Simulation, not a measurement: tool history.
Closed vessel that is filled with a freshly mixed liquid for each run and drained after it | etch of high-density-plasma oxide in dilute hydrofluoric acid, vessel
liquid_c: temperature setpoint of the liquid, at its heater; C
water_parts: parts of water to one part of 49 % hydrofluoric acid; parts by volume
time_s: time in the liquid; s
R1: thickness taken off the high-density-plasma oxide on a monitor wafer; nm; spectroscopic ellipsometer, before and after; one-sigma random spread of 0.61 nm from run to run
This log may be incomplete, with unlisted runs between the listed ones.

Run 1, hour 0: liquid_c 25 C, water_parts 65 parts by volume, time_s 525 s. Result: R1 44.919 nm.
Run 2, hour 8.4: liquid_c 25 C, water_parts 85 parts by volume, time_s 525 s. Result: R1 33.011 nm.
Run 3, hour 16.6: liquid_c 25 C, water_parts 85 parts by volume, time_s 560 s. Result: R1 35.294 nm.
Run 4, hour 24.9: liquid_c 27 C, water_parts 80 parts by volume, time_s 560 s. Result: R1 40.792 nm.
Run 5, hour 31: liquid_c 27 C, water_parts 90 parts by volume, time_s 560 s. Result: R1 35.664 nm.
Run 6, hour 31.9: liquid_c 27 C, water_parts 90 parts by volume, time_s 525 s. Result: R1 33.905 nm.
Run 7, hour 33.7: liquid_c 28.5 C, water_parts 80 parts by volume, time_s 525 s. Result: R1 40.756 nm.

What will run 8 give?
Run 8, hour 41.8: liquid_c 29.5 C, water_parts 75 parts by volume, time_s 525 s. Result: R1 ?.

Run 8 yielded R1 45.011 nm.
